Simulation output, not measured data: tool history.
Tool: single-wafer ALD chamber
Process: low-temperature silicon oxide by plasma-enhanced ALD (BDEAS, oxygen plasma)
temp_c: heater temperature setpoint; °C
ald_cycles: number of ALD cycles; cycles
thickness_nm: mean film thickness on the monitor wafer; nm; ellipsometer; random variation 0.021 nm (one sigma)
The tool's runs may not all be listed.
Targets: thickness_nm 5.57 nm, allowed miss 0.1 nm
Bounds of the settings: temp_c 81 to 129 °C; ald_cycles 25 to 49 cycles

run	day	temp_c	ald_cycles	thickness_nm
1	0	105	37	4.9527
2	0.212	105	33	4.3546
3	0.25	98	33	4.4476
4	0.596	97	34	4.6267
5	0.671	97	32	4.326
6	0.85	96	33	4.5373
7	0.954	96	33	4.519
8	1.296	94	34	4.6855
9	1.483	93	35	4.8569

Which of these 5 next moves meets every target?
A	1.671	106	32	?
B	1.671	89	32	?
C	1.671	92	33	?
D	1.671	101	40	?
E	1.671	89	40	?

move	thickness_nm
A	4.229
B	4.4792
C	4.565
D	5.341
E	5.599
A: further off than the last run
B: further off than the last run
C: further off than the last run
D: nearer than the last run, and not there yet
E: meets every target
The right move is E.

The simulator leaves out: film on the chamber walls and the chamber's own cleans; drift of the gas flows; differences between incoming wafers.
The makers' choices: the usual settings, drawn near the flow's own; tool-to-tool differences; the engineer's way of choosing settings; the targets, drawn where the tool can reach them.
